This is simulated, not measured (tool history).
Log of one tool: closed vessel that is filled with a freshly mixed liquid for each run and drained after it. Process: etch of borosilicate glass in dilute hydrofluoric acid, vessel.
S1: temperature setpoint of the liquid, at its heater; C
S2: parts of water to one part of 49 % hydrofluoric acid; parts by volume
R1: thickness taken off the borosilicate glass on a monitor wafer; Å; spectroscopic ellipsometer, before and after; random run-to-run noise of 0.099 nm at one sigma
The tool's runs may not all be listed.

Run 1, hour 0.0: S1 24.0 C, S2 160 parts by volume, time in the liquid (s) 90. Result: R1 171.89 Å.
Run 2, hour 1.8: S1 26.0 C, S2 155 parts by volume, time in the liquid (s) 90. Result: R1 192.99 Å.
Run 3, hour 4.3: S1 26.0 C, S2 155 parts by volume, time in the liquid (s) 90. Result: R1 193.06 Å.
Run 4, hour 7.0: S1 27.5 C, S2 150 parts by volume, time in the liquid (s) 90. Result: R1 211.38 Å.
Run 5, hour 9.2: S1 24.0 C, S2 150 parts by volume, time in the liquid (s) 90. Result: R1 184.69 Å.
Run 6, hour 12.2: S1 26.0 C, S2 145 parts by volume, time in the liquid (s) 90. Result: R1 208.27 Å.

What will run 7 give?
Run 7, hour 19.7: S1 30.0 C, S2 135 parts by volume, time in the liquid (s) 90. Result: R1 ?.

R1: 261.55 Å

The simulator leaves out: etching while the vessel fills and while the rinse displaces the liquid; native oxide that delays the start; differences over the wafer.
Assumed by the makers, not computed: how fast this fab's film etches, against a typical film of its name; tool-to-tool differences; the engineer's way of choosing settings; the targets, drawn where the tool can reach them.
